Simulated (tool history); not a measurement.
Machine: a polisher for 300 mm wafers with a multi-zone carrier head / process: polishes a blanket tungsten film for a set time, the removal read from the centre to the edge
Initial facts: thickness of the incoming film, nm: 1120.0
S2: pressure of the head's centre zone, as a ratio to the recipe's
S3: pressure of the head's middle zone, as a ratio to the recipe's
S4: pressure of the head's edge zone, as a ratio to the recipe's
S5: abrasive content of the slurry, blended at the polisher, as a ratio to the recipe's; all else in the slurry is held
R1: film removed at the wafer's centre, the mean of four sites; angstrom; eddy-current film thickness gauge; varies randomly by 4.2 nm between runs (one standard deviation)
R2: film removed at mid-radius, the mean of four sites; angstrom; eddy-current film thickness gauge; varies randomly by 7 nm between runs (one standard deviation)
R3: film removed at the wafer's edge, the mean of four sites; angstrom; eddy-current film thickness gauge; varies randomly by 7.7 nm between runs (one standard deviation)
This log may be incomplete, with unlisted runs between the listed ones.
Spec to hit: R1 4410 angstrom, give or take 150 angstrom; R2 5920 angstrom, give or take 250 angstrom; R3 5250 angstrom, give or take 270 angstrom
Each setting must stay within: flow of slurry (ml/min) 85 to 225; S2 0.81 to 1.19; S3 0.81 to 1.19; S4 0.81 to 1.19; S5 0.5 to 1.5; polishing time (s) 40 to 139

run 1 hour=0 | flow_of_slurry_(ml/min)=145 S2=1 S3=1 S4=1 S5=1 polishing_time_(s)=89 | R1=3947.4 R2=4134.2 R3=4079.8
run 2 hour=3.2 | flow_of_slurry_(ml/min)=155 S2=0.98 S3=1.04 S4=1.03 S5=1.1 polishing_time_(s)=90 | R1=4137.2 R2=4481.3 R3=4402.4
run 3 hour=5.3 | flow_of_slurry_(ml/min)=155 S2=0.98 S3=1.04 S4=1.03 S5=1.1 polishing_time_(s)=98 | R1=4512 R2=4853.5 R3=4874.6
run 4 hour=11.8 | flow_of_slurry_(ml/min)=155 S2=0.98 S3=1.04 S4=1.03 S5=1.3 polishing_time_(s)=98 | R1=4744.2 R2=5060.9 R3=4979.2
run 5 hour=16.7 | flow_of_slurry_(ml/min)=155 S2=0.98 S3=1.04 S4=1.03 S5=1.15 polishing_time_(s)=98 | R1=4609.2 R2=5059.9 R3=4767.7
run 6 hour=22.2 | flow_of_slurry_(ml/min)=155 S2=0.98 S3=1.04 S4=1.03 S5=1.15 polishing_time_(s)=85 | R1=3971.7 R2=4301.6 R3=4173.7
run 7 hour=30.2 | flow_of_slurry_(ml/min)=165 S2=0.95 S3=1.08 S4=1.04 S5=1.2 polishing_time_(s)=86 | R1=3956.9 R2=4513.1 R3=4318.4
run 8 hour=36.5 | flow_of_slurry_(ml/min)=180 S2=0.85 S3=1.18 S4=1.01 S5=1.45 polishing_time_(s)=102 | R1=4477.3 R2=6201.9 R3=5361
run 9 hour=37.7 | flow_of_slurry_(ml/min)=180 S2=0.85 S3=1.17 S4=1.01 S5=1.45 polishing_time_(s)=102 | R1=4537.5 R2=6000.7 R3=5275.9

5 candidate next runs follow, results not yet known. Just one meets every target within its allowed miss. Identify it.
run A hour=38.9 | flow_of_slurry_(ml/min)=200 S2=0.88 S3=1.09 S4=1.13 S5=1.5 polishing_time_(s)=101 | R1=? R2=? R3=?
run B hour=38.9 | flow_of_slurry_(ml/min)=185 S2=0.86 S3=1.16 S4=1.06 S5=1.5 polishing_time_(s)=96 | R1=? R2=? R3=?
run C hour=38.9 | flow_of_slurry_(ml/min)=180 S2=0.87 S3=1.05 S4=0.96 S5=1.45 polishing_time_(s)=103 | R1=? R2=? R3=?
run D hour=38.9 | flow_of_slurry_(ml/min)=170 S2=0.81 S3=1.04 S4=1.11 S5=1.5 polishing_time_(s)=104 | R1=? R2=? R3=?
run E hour=38.9 | flow_of_slurry_(ml/min)=195 S2=0.9 S3=1.19 S4=0.81 S5=1.35 polishing_time_(s)=100 | R1=? R2=? R3=?

move=A R1=4698.8 R2=5811.9 R3=5544.5
move=B R1=4306.2 R2=5757.6 R3=5051.4
move=C R1=4607.8 R2=5599.2 R3=5112.1
move=D R1=4316.2 R2=5599.4 R3=5549.5
move=E R1=4619.2 R2=6024.5 R3=4549.1
A: moves away from the targets compared with the last run
B: meets every target
C: moves away from the targets compared with the last run
D: meets the target for the result that was furthest off, but another lies outside its allowed miss
E: moves away from the targets compared with the last run
Answer: B
